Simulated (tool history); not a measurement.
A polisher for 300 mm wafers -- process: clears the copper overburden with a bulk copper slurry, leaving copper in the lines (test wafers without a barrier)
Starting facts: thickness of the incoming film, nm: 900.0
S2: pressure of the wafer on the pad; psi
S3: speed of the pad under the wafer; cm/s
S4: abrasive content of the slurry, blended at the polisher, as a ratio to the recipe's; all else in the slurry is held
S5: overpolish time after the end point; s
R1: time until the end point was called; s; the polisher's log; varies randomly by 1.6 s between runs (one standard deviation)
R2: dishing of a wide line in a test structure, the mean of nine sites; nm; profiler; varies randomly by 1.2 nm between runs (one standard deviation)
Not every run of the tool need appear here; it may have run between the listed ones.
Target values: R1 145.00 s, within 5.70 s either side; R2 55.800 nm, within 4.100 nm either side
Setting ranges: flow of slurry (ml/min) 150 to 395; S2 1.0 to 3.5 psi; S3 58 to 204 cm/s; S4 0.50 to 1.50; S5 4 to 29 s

Run 1, hour 0.0: flow of slurry (ml/min) 250, S2 2.2 psi, S3 130 cm/s, S4 1.00, S5 15 s. Result: R1 103.70 s, R2 76.173 nm.
Run 2, hour 8.9: flow of slurry (ml/min) 250, S2 2.1 psi, S3 130 cm/s, S4 1.00, S5 15 s. Result: R1 110.15 s, R2 74.935 nm.
Run 3, hour 15.5: flow of slurry (ml/min) 250, S2 2.0 psi, S3 130 cm/s, S4 1.00, S5 14 s. Result: R1 111.66 s, R2 70.428 nm.
Run 4, hour 22.6: flow of slurry (ml/min) 225, S2 2.0 psi, S3 130 cm/s, S4 1.00, S5 14 s. Result: R1 111.93 s, R2 71.887 nm.
Run 5, hour 28.0: flow of slurry (ml/min) 225, S2 1.9 psi, S3 130 cm/s, S4 1.00, S5 14 s. Result: R1 117.24 s, R2 64.889 nm.
Run 6, hour 31.0: flow of slurry (ml/min) 225, S2 2.2 psi, S3 130 cm/s, S4 1.00, S5 14 s. Result: R1 106.92 s, R2 74.109 nm.
Run 7, hour 34.4: flow of slurry (ml/min) 220, S2 2.0 psi, S3 130 cm/s, S4 1.00, S5 14 s. Result: R1 112.38 s, R2 66.924 nm.
Run 8, hour 37.7: flow of slurry (ml/min) 220, S2 1.9 psi, S3 130 cm/s, S4 1.00, S5 14 s. Result: R1 117.93 s, R2 65.523 nm.
Run 9, hour 46.1: flow of slurry (ml/min) 220, S2 1.8 psi, S3 130 cm/s, S4 1.00, S5 14 s. Result: R1 123.18 s, R2 64.679 nm.
Run 10, hour 53.0: flow of slurry (ml/min) 220, S2 1.7 psi, S3 130 cm/s, S4 1.00, S5 14 s. Result: R1 127.73 s, R2 62.640 nm.
Run 11, hour 56.7: flow of slurry (ml/min) 220, S2 1.6 psi, S3 130 cm/s, S4 1.00, S5 14 s. Result: R1 133.60 s, R2 60.787 nm.

Below are 4 possible settings for the next run. Only one of them brings all results inside the allowed miss of their targets. Which is it?
Run A, hour 60.4: flow of slurry (ml/min) 230, S2 1.3 psi, S3 124 cm/s, S4 0.95, S5 15 s. Result: R1 ?, R2 ?.
Run B, hour 60.4: flow of slurry (ml/min) 195, S2 1.2 psi, S3 160 cm/s, S4 0.80, S5 14 s. Result: R1 ?, R2 ?.
Run C, hour 60.4: flow of slurry (ml/min) 205, S2 1.5 psi, S3 138 cm/s, S4 0.75, S5 17 s. Result: R1 ?, R2 ?.
Run D, hour 60.4: flow of slurry (ml/min) 220, S2 1.7 psi, S3 110 cm/s, S4 1.10, S5 18 s. Result: R1 ?, R2 ?.

move      R1      R2
   A  160.00  54.398
   B  140.87  56.160
   C  143.24  64.144
   D  143.19  67.270
A: takes the result that was furthest off past its target
B: every result lands within tolerance
C: the furthest-off result lands on target, but another misses its tolerance
D: the furthest-off result lands on target, but another misses its tolerance
The right move is B.
